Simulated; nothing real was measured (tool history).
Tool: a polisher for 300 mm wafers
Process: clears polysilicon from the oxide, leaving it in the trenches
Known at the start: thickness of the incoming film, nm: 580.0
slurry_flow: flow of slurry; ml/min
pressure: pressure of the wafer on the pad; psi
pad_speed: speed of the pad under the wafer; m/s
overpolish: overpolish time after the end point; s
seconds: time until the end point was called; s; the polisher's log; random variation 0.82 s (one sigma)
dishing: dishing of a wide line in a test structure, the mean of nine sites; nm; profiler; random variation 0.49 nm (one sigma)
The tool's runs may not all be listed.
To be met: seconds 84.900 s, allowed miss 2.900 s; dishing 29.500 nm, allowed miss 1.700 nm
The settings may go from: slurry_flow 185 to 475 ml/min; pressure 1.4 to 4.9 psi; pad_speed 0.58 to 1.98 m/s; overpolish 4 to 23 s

{"run": 1, "day": 0.0, "slurry_flow": 305, "pressure": 3.1, "pad_speed": 1.28, "overpolish": 12, "seconds": 28.801, "dishing": 38.536}
{"run": 2, "day": 0.258, "slurry_flow": 270, "pressure": 3.1, "pad_speed": 1.28, "overpolish": 12, "seconds": 29.094, "dishing": 39.279}
{"run": 3, "day": 0.417, "slurry_flow": 270, "pressure": 2.5, "pad_speed": 1.28, "overpolish": 12, "seconds": 35.994, "dishing": 38.013}
{"run": 4, "day": 0.662, "slurry_flow": 270, "pressure": 2.9, "pad_speed": 1.28, "overpolish": 12, "seconds": 31.556, "dishing": 40.045}
{"run": 5, "day": 0.954, "slurry_flow": 270, "pressure": 2.9, "pad_speed": 1.08, "overpolish": 12, "seconds": 36.722, "dishing": 38.257}
{"run": 6, "day": 1.046, "slurry_flow": 270, "pressure": 2.9, "pad_speed": 1.3, "overpolish": 12, "seconds": 30.996, "dishing": 37.776}
{"run": 7, "day": 1.354, "slurry_flow": 260, "pressure": 2.7, "pad_speed": 1.22, "overpolish": 11, "seconds": 35.999, "dishing": 36.75}
{"run": 8, "day": 1.671, "slurry_flow": 255, "pressure": 2.5, "pad_speed": 1.16, "overpolish": 10, "seconds": 39.698, "dishing": 38.32}
{"run": 9, "day": 1.738, "slurry_flow": 280, "pressure": 2.3, "pad_speed": 1.08, "overpolish": 12, "seconds": 46.659, "dishing": 37.715}
{"run": 10, "day": 2.004, "slurry_flow": 275, "pressure": 2.2, "pad_speed": 1.04, "overpolish": 11, "seconds": 49.919, "dishing": 36.925}
{"run": 11, "day": 2.279, "slurry_flow": 305, "pressure": 2.1, "pad_speed": 1.0, "overpolish": 10, "seconds": 54.037, "dishing": 36.408}
{"run": 12, "day": 2.608, "slurry_flow": 330, "pressure": 2.0, "pad_speed": 0.98, "overpolish": 9, "seconds": 56.287, "dishing": 34.687}
{"run": 13, "day": 2.938, "slurry_flow": 345, "pressure": 1.9, "pad_speed": 0.94, "overpolish": 8, "seconds": 60.849, "dishing": 31.55}
{"run": 14, "day": 3.112, "slurry_flow": 340, "pressure": 1.4, "pad_speed": 0.7, "overpolish": 8, "seconds": 108.78, "dishing": 23.742}
{"run": 15, "day": 3.329, "slurry_flow": 350, "pressure": 1.5, "pad_speed": 0.7, "overpolish": 10, "seconds": 100.87, "dishing": 29.261}
{"run": 16, "day": 3.446, "slurry_flow": 360, "pressure": 1.5, "pad_speed": 0.7, "overpolish": 10, "seconds": 102.35, "dishing": 28.524}
{"run": 17, "day": 3.792, "slurry_flow": 365, "pressure": 1.6, "pad_speed": 0.7, "overpolish": 10, "seconds": 95.925, "dishing": 28.404}
{"run": 18, "day": 4.158, "slurry_flow": 370, "pressure": 1.6, "pad_speed": 0.7, "overpolish": 10, "seconds": 94.417, "dishing": 28.634}
{"run": 19, "day": 4.212, "slurry_flow": 380, "pressure": 1.6, "pad_speed": 0.7, "overpolish": 10, "seconds": 95.148, "dishing": 29.289}
{"run": 20, "day": 4.312, "slurry_flow": 390, "pressure": 2.0, "pad_speed": 0.7, "overpolish": 10, "seconds": 77.42, "dishing": 31.909}
{"run": 21, "day": 4.462, "slurry_flow": 380, "pressure": 2.0, "pad_speed": 0.7, "overpolish": 10, "seconds": 76.855, "dishing": 31.818}
{"run": 22, "day": 4.729, "slurry_flow": 295, "pressure": 1.7, "pad_speed": 0.7, "overpolish": 4, "seconds": 91.205, "dishing": 17.389}
{"run": 23, "day": 5.0, "slurry_flow": 315, "pressure": 1.7, "pad_speed": 0.7, "overpolish": 4, "seconds": 91.306, "dishing": 17.725}
{"run": 24, "day": 5.325, "slurry_flow": 330, "pressure": 1.7, "pad_speed": 0.7, "overpolish": 5, "seconds": 91.058, "dishing": 20.462}
{"run": 25, "day": 5.412, "slurry_flow": 345, "pressure": 1.7, "pad_speed": 0.7, "overpolish": 5, "seconds": 90.287, "dishing": 20.281}
{"run": 26, "day": 5.692, "slurry_flow": 345, "pressure": 1.7, "pad_speed": 0.7, "overpolish": 5, "seconds": 92.389, "dishing": 19.958}
{"run": 27, "day": 6.05, "slurry_flow": 355, "pressure": 1.7, "pad_speed": 0.7, "overpolish": 6, "seconds": 89.14, "dishing": 22.181}
{"run": 28, "day": 6.117, "slurry_flow": 365, "pressure": 1.7, "pad_speed": 0.7, "overpolish": 6, "seconds": 91.877, "dishing": 23.398}

Which of these 5 next moves meets every target?
{"run": "A", "day": 6.183, "slurry_flow": 225, "pressure": 1.7, "pad_speed": 0.78, "overpolish": 9, "seconds": "?", "dishing": "?"}
{"run": "B", "day": 6.183, "slurry_flow": 320, "pressure": 2.0, "pad_speed": 0.66, "overpolish": 4, "seconds": "?", "dishing": "?"}
{"run": "C", "day": 6.183, "slurry_flow": 380, "pressure": 1.7, "pad_speed": 0.66, "overpolish": 9, "seconds": "?", "dishing": "?"}
{"run": "D", "day": 6.183, "slurry_flow": 365, "pressure": 1.4, "pad_speed": 0.74, "overpolish": 6, "seconds": "?", "dishing": "?"}
{"run": "E", "day": 6.183, "slurry_flow": 450, "pressure": 1.5, "pad_speed": 0.68, "overpolish": 6, "seconds": "?", "dishing": "?"}

move=A seconds=84.976 dishing=29.805
move=B seconds=81.966 dishing=18.850
move=C seconds=94.303 dishing=28.367
move=D seconds=101.910 dishing=21.434
move=E seconds=101.980 dishing=21.424
A: meets every target
B: further off than the last run
C: brings the result that was furthest off to its target, and leaves another outside
D: further off than the last run
E: further off than the last run
Answer: A
